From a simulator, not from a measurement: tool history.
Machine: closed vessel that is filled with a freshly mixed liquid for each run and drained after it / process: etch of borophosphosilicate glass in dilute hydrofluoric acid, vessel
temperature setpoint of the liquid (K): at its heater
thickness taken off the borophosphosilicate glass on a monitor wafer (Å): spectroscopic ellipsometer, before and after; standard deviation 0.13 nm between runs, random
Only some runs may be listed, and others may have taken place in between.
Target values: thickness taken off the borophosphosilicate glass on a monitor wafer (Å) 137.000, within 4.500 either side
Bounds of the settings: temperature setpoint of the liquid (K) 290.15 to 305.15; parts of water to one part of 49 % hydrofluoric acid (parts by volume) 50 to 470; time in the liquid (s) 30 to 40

run	day	temperature setpoint of the liquid (K)	parts of water to one part of 49 % hydrofluoric acid (parts by volume)	time in the liquid (s)	thickness taken off the borophosphosilicate glass on a monitor wafer (Å)
1	0.000	297.15	260	40	68.266
2	0.238	299.65	230	40	85.877
3	0.325	299.65	195	40	107.080
4	0.671	301.15	190	40	116.150
5	0.900	302.15	190	40	118.820
6	0.971	303.15	185	40	128.580
7	1.229	303.65	185	40	131.250
8	1.354	304.15	185	40	132.220

Pick the move, out of 5, that brings all results within their allowed miss; only one does.
A	1.479	304.65	175	35	?
B	1.479	302.15	180	40	?
C	1.479	305.15	180	35	?
D	1.479	303.65	170	35	?
E	1.479	304.15	180	40	?

move	thickness taken off the borophosphosilicate glass on a monitor wafer (Å)
A	128.280
B	129.740
C	126.060
D	128.350
E	139.180
A: moves away from the targets compared with the last run
B: moves away from the targets compared with the last run
C: moves away from the targets compared with the last run
D: moves away from the targets compared with the last run
E: all results in spec
Answer: E

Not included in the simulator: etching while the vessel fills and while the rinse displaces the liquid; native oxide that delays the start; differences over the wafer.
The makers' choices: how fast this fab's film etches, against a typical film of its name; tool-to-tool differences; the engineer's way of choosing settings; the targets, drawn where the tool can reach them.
